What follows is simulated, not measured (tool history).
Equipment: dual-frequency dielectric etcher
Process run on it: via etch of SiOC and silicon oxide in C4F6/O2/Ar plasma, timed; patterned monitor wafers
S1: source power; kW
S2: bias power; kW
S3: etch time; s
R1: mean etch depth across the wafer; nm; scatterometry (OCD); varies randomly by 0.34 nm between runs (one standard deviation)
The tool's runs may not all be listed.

| run | day | S1 | S2 | S3 | R1 |
|---|---|---|---|---|---|
| 1 | 0.000 | 0.430 | 0.183 | 68.5 | 75.049 |
| 2 | 0.208 | 0.450 | 0.187 | 68.5 | 76.887 |
| 3 | 0.496 | 0.450 | 0.162 | 68.5 | 73.968 |
| 4 | 0.567 | 0.470 | 0.168 | 68.5 | 76.047 |
| 5 | 0.658 | 0.490 | 0.173 | 68.5 | 78.445 |
| 6 | 0.983 | 0.510 | 0.176 | 68.5 | 79.866 |
| 7 | 1.150 | 0.520 | 0.180 | 68.5 | 81.933 |

Run 8 is up next; what results do you expect?
| 8 | 1.250 | 0.530 | 0.182 | 68.5 | ? |

Run 8 measured R1 82.484 nm.
